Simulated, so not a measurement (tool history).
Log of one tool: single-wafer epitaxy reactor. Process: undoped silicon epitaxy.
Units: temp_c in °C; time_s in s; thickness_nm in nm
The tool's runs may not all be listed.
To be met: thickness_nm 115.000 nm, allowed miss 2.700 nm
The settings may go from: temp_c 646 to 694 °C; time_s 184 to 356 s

| run | day | temp_c | time_s | thickness_nm |
|---|---|---|---|---|
| 1 | 0.000 | 670 | 270 | 75.052 |
| 2 | 0.246 | 663 | 270 | 65.910 |
| 3 | 0.454 | 667 | 271 | 70.559 |
| 4 | 0.692 | 657 | 271 | 59.023 |
| 5 | 0.871 | 657 | 236 | 51.340 |
| 6 | 1.142 | 657 | 271 | 58.364 |
| 7 | 1.462 | 662 | 272 | 64.715 |
| 8 | 1.529 | 666 | 273 | 70.316 |
| 9 | 1.862 | 670 | 274 | 75.864 |
| 10 | 1.938 | 673 | 275 | 80.555 |
| 11 | 2.271 | 676 | 275 | 85.109 |
| 12 | 2.571 | 678 | 275 | 88.421 |

5 next moves are on the table. One of them brings every result within its allowed miss. Which?
| A | 2.871 | 667 | 261 | ? |
| B | 2.871 | 682 | 336 | ? |
| C | 2.871 | 686 | 299 | ? |
| D | 2.871 | 685 | 304 | ? |
| E | 2.871 | 694 | 257 | ? |

| move | thickness_nm |
|---|---|
| A | 68.094 |
| B | 115.210 |
| C | 110.130 |
| D | 109.990 |
| E | 109.060 |
A: further off than the last run
B: meets every target
C: nearer than the last run, and not there yet
D: nearer than the last run, and not there yet
E: nearer than the last run, and not there yet
Move B is the one to make.
